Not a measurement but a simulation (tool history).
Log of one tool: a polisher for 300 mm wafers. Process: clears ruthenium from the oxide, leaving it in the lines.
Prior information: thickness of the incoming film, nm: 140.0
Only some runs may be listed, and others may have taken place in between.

run  hour  flow of slurry (ml/min)  pressure of the wafer on the pad (psi)  speed of the pad under the wafer (cm/s)  overpolish time after the end point (s)  time until the end point was called (s)
  1     0                      165                                     2.8                                       84                                       28                                   85.923
  2   1.4                      165                                       3                                       84                                       28                                   79.462
  3     4                      165                                     2.7                                       84                                       28                                   88.256
  4     7                      140                                     2.7                                       84                                       28                                   89.666
  5   8.7                      165                                     2.7                                       84                                       28                                   88.745
  6  17.5                      165                                     2.9                                       84                                       28                                   82.233

What will run 7 give?
  7    21                      165                                       3                                       84                                       28                                        ?

time until the end point was called (s): 81.125
